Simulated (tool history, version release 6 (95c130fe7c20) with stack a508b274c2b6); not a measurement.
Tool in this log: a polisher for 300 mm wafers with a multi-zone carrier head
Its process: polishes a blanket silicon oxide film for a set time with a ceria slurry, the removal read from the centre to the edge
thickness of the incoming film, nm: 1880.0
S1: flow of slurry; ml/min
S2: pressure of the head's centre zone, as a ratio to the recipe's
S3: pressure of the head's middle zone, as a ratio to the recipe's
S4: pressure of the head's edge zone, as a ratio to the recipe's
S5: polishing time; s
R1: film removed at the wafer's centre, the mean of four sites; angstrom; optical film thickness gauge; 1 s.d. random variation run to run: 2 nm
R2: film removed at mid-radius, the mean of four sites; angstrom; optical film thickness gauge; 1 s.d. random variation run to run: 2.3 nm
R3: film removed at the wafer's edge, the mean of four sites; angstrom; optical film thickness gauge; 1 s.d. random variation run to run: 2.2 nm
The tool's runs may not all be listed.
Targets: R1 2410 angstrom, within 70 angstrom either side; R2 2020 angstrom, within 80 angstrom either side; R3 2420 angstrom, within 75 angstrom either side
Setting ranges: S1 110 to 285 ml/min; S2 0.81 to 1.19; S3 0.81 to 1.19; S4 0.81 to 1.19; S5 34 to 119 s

| run | hour | S1 | S2 | S3 | S4 | S5 | R1 | R2 | R3 |
|---|---|---|---|---|---|---|---|---|---|
| 1 | 0 | 180 | 1 | 1 | 1 | 76 | 2722.3 | 2606.3 | 2652.4 |
| 2 | 6.5 | 180 | 1.06 | 1 | 1 | 76 | 2903.6 | 2631.9 | 2637.4 |
| 3 | 10.5 | 170 | 1.04 | 0.97 | 0.99 | 75 | 2795.8 | 2548.7 | 2543.6 |
| 4 | 15.8 | 170 | 1.04 | 0.97 | 0.99 | 88 | 3230.3 | 2955.7 | 3039.4 |
| 5 | 21.8 | 170 | 1.04 | 0.97 | 0.96 | 88 | 3241.7 | 3009.9 | 2998 |
| 6 | 25.7 | 170 | 1.03 | 0.94 | 0.98 | 85 | 3102.1 | 2840 | 2921.8 |
| 7 | 29.4 | 165 | 1.03 | 0.92 | 1 | 82 | 2963.7 | 2663.4 | 2809.6 |
| 8 | 37.6 | 160 | 1.03 | 0.9 | 1.02 | 80 | 2874.4 | 2526.7 | 2749.8 |
| 9 | 45.6 | 160 | 1.03 | 0.9 | 1.02 | 80 | 2871.4 | 2485.7 | 2739.4 |
| 10 | 50.9 | 155 | 1.02 | 0.89 | 1.02 | 79 | 2814.2 | 2435 | 2699.2 |
| 11 | 59.4 | 150 | 1.01 | 0.88 | 1.02 | 78 | 2711.3 | 2370.2 | 2695.4 |
|  | 63.1 | edge zone pressure recalibrated |
| 12 | 63.1 | 145 | 1.01 | 0.87 | 1.02 | 77 | 2674.3 | 2374.7 | 2705.2 |
| 13 | 67 | 145 | 1.01 | 0.87 | 1.02 | 77 | 2627 | 2350.2 | 2735.4 |
| 14 | 68.7 | 145 | 1.01 | 0.86 | 1.02 | 75 | 2605.8 | 2287.9 | 2683.1 |
| 15 | 71.7 | 150 | 1.01 | 0.86 | 1.03 | 73 | 2539.2 | 2180.5 | 2602 |

Which of these 5 next moves meets every target?
| A | 74.7 | 110 | 0.9 | 0.92 | 1.13 | 81 | ? | ? | ? |
| B | 74.7 | 170 | 1 | 0.89 | 0.98 | 77 | ? | ? | ? |
| C | 74.7 | 135 | 0.92 | 1 | 1.01 | 76 | ? | ? | ? |
| D | 74.7 | 180 | 1.03 | 0.85 | 1.06 | 65 | ? | ? | ? |
| E | 74.7 | 145 | 1.05 | 1.05 | 0.96 | 69 | ? | ? | ? |

| move | R1 | R2 | R3 |
|---|---|---|---|
| A | 2329.1 | 2401.5 | 2913.4 |
| B | 2720.2 | 2434.6 | 2764.2 |
| C | 2354.8 | 2506.5 | 2678.1 |
| D | 2389.6 | 2007.4 | 2434.9 |
| E | 2482.5 | 2391.3 | 2400.2 |
A: further off than the last run
B: further off than the last run
C: further off than the last run
D: in spec on every target
E: puts the biggest miss on target and leaves a different result outside tolerance
Answer: D

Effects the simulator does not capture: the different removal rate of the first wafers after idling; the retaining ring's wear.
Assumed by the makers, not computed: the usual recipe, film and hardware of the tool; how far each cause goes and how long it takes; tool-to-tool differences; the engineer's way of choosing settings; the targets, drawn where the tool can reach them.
